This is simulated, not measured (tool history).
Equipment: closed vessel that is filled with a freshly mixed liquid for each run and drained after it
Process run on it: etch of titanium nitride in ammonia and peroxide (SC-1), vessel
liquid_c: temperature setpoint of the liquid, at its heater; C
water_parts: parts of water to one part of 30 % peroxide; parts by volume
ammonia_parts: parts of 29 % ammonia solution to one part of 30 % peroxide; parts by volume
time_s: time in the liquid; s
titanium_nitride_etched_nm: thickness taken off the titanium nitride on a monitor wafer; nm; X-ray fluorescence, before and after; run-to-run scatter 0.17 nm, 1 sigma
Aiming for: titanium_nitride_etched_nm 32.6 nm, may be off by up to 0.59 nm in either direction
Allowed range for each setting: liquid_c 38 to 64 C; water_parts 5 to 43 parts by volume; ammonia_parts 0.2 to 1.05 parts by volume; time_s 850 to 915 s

run 1 hour=0 | liquid_c=48 water_parts=24 ammonia_parts=0.55 time_s=850 | titanium_nitride_etched_nm=41.495
run 2 hour=6.8 | liquid_c=47.5 water_parts=24 ammonia_parts=0.55 time_s=850 | titanium_nitride_etched_nm=40.653
run 3 hour=12.2 | liquid_c=53.5 water_parts=24 ammonia_parts=0.55 time_s=850 | titanium_nitride_etched_nm=61.211
run 4 hour=20.4 | liquid_c=53.5 water_parts=17 ammonia_parts=0.55 time_s=850 | titanium_nitride_etched_nm=73.512
run 5 hour=28.9 | liquid_c=53.5 water_parts=23 ammonia_parts=0.55 time_s=850 | titanium_nitride_etched_nm=63.071
run 6 hour=35.9 | liquid_c=52 water_parts=23 ammonia_parts=0.55 time_s=850 | titanium_nitride_etched_nm=56.22
run 7 hour=41.1 | liquid_c=51 water_parts=23 ammonia_parts=0.55 time_s=850 | titanium_nitride_etched_nm=52.792
run 8 hour=45.5 | liquid_c=50 water_parts=23 ammonia_parts=0.55 time_s=850 | titanium_nitride_etched_nm=49.304
run 9 hour=51.2 | liquid_c=49 water_parts=23 ammonia_parts=0.55 time_s=850 | titanium_nitride_etched_nm=45.58
run 10 hour=54.5 | liquid_c=48.5 water_parts=23 ammonia_parts=0.55 time_s=850 | titanium_nitride_etched_nm=44.152
run 11 hour=63.1 | liquid_c=48 water_parts=23 ammonia_parts=0.55 time_s=850 | titanium_nitride_etched_nm=42.282
run 12 hour=68.8 | liquid_c=47.5 water_parts=23 ammonia_parts=0.55 time_s=850 | titanium_nitride_etched_nm=40.762
run 13 hour=70 | liquid_c=47 water_parts=23 ammonia_parts=0.55 time_s=850 | titanium_nitride_etched_nm=39.837
run 14 hour=72.1 | liquid_c=46.5 water_parts=23 ammonia_parts=0.55 time_s=850 | titanium_nitride_etched_nm=38.721
run 15 hour=78.7 | liquid_c=46 water_parts=23 ammonia_parts=0.55 time_s=850 | titanium_nitride_etched_nm=37.031
run 16 hour=81 | liquid_c=45.5 water_parts=23 ammonia_parts=0.55 time_s=850 | titanium_nitride_etched_nm=35.718
run 17 hour=82.2 | liquid_c=44.5 water_parts=23 ammonia_parts=0.55 time_s=850 | titanium_nitride_etched_nm=33.435

Exactly one of the 5 candidate moves below puts every result within its allowed miss. Which one?
run A hour=83.4 | liquid_c=43.5 water_parts=16.5 ammonia_parts=0.25 time_s=865 | titanium_nitride_etched_nm=?
run B hour=83.4 | liquid_c=43 water_parts=21 ammonia_parts=0.55 time_s=850 | titanium_nitride_etched_nm=?
run C hour=83.4 | liquid_c=45.5 water_parts=26.5 ammonia_parts=0.4 time_s=850 | titanium_nitride_etched_nm=?
run D hour=83.4 | liquid_c=46 water_parts=29 ammonia_parts=0.75 time_s=850 | titanium_nitride_etched_nm=?
run E hour=83.4 | liquid_c=41 water_parts=19 ammonia_parts=0.55 time_s=915 | titanium_nitride_etched_nm=?

move=A titanium_nitride_etched_nm=32.597
move=B titanium_nitride_etched_nm=31.326
move=C titanium_nitride_etched_nm=30.988
move=D titanium_nitride_etched_nm=34.355
move=E titanium_nitride_etched_nm=30.795
A: all results in spec
B: pushes the last run's worst result past its target
C: pushes the last run's worst result past its target
D: moves away from the targets compared with the last run
E: pushes the last run's worst result past its target
Correct choice: A, which meets every target
